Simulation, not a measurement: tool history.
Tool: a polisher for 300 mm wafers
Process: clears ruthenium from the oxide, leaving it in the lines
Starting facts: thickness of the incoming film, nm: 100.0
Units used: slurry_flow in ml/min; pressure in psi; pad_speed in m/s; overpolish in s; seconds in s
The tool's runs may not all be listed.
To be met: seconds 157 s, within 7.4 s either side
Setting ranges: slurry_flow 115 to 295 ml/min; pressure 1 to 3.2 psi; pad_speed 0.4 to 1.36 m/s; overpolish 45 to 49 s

run	hour	slurry_flow	pressure	pad_speed	overpolish	seconds
1	0	190	2.1	0.88	45	105.05
2	5.8	190	2	0.88	45	108.29
3	13.4	220	2	0.88	45	109.83
4	20.6	190	2	0.88	45	110.75
5	28.3	190	1.9	0.88	45	113.98
6	35.5	190	2.2	0.88	45	99.722
7	43.5	190	1.6	0.84	45	139.27
8	52.5	190	1.5	0.84	45	147.33

Which one of the following 5 next-run settings gets every result inside its allowed miss? There is exactly one.
A	61.5	205	1.5	0.88	49	?
B	61.5	205	1.3	0.8	45	?
C	61.5	275	1.3	0.98	47	?
D	61.5	225	1.4	0.8	45	?
E	61.5	170	1.6	0.88	49	?

move	seconds
A	139.91
B	171.64
C	141.05
D	158.57
E	135.79
A: misses by more than the last run did
B: carries the result that was furthest off beyond its target, to the other side
C: misses by more than the last run did
D: every result within its allowed miss
E: misses by more than the last run did
Correct choice: D, which meets every target
